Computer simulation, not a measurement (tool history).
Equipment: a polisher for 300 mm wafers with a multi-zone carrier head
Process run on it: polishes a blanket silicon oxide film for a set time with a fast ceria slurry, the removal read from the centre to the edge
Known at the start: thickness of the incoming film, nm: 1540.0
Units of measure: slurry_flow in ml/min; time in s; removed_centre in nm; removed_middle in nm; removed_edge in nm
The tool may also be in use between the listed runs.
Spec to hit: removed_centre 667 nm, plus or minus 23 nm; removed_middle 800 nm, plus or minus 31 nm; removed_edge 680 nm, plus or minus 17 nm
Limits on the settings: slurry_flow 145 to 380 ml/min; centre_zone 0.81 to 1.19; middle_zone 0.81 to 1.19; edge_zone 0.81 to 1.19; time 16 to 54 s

run,hour,slurry_flow,centre_zone,middle_zone,edge_zone,time,removed_centre,removed_middle,removed_edge
1,0,245,1,1,1,35,499.97,518.51,489.92
2,6.8,245,1,1.04,1,35,493.93,529.65,491.87
3,15.1,255,1,1.06,1,37,526.51,575.25,527.63
4,20.6,255,0.92,1.06,1,37,478.97,576.74,527.31
5,23.8,265,0.94,1.08,1,38,504.06,611.5,542.17
6,27.1,275,0.96,1.1,1.02,39,526.08,623.59,560.05
7,29.8,275,0.97,1.11,1.02,40,549.92,643.9,578.43
8,33.8,280,0.97,1.12,1.02,41,574.92,663.68,594.15
9,35,280,0.97,1.13,1.02,42,584.31,676.18,605.97
10,42,285,0.97,1.14,1.01,43,594.17,732.48,616.95
11,49.4,290,0.97,1.15,1.02,43,589.81,719.33,622.31
12,55.2,290,0.97,1.15,1.02,43,586.29,724.61,621.55
13,63.3,290,0.98,1.15,1.02,43,598.32,719.27,620.47
14,67.9,290,0.98,1.16,1.02,44,620.5,741.65,629.78

Pick the move, out of 5, that brings all results within their allowed miss; only one does.
A,72.5,250,1.08,1.17,1,42,?,?,?
B,72.5,330,0.86,1.19,1.04,47,?,?,?
C,72.5,285,0.91,1.18,1.03,44,?,?,?
D,72.5,225,1,1.12,0.99,47,?,?,?
E,72.5,175,0.99,1.15,0.95,52,?,?,?

move,removed_centre,removed_middle,removed_edge
A,627.18,689.3,590.37
B,576.89,807.55,688.8
C,562.47,739.37,634.7
D,639.06,732.73,650.92
E,667.76,795.23,684.31
A: lands further from the targets than the last run did
B: the worst result of the last run now meets its target, but another is out of spec
C: lands further from the targets than the last run did
D: nearer than the last run, and not there yet
E: meets every target
The move that meets every target is E.

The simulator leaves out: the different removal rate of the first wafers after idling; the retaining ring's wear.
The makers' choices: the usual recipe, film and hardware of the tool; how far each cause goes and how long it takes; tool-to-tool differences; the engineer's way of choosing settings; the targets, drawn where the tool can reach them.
